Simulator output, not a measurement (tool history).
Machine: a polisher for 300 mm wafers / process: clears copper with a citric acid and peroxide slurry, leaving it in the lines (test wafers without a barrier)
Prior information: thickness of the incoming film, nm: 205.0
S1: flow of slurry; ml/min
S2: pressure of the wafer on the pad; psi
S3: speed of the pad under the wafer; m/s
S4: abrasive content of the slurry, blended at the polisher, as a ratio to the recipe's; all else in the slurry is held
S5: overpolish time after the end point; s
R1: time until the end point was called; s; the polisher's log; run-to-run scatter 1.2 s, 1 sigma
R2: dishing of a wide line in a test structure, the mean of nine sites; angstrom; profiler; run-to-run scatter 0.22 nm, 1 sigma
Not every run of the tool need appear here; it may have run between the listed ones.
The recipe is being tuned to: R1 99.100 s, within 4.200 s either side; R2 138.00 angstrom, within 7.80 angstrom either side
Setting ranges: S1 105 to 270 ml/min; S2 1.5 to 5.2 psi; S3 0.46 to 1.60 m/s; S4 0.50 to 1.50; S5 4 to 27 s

run,day,S1,S2,S3,S4,S5,R1,R2
1,0.000,175,3.3,1.02,1.00,14,81.619,206.76
2,0.054,175,3.2,1.02,1.00,13,83.465,188.43
3,0.404,175,3.2,1.02,0.90,13,88.053,187.72
4,0.596,175,3.1,1.02,0.90,12,88.233,167.07
5,0.712,175,3.0,1.02,0.90,12,90.521,166.28
6,1.079,175,3.0,1.22,0.90,12,77.080,189.23
7,1.167,175,2.8,1.22,0.90,12,84.397,183.18
8,1.408,175,2.7,1.22,0.90,12,86.429,176.64
9,1.567,175,2.6,1.22,0.90,12,89.959,170.54
10,1.662,175,2.4,1.22,0.90,11,94.691,147.45
11,1.938,175,2.4,1.22,0.90,11,97.217,148.59

Of the 4 settings listed for the next run, only one would bring every result within its allowed miss of target. Which one?
A,2.212,205,2.9,0.94,0.90,12,?,?
B,2.212,110,3.0,1.18,0.85,10,?,?
C,2.212,175,2.6,0.96,0.80,12,?,?
D,2.212,135,3.4,0.92,0.80,10,?,?

move,R1,R2
A,101.320,160.24
B,90.929,150.89
C,116.250,142.66
D,98.158,142.16
A: lands further from the targets than the last run did
B: lands further from the targets than the last run did
C: brings the result that was furthest off to its target, and leaves another outside
D: all results land within tolerance of their targets
Go with D: it meets all targets.
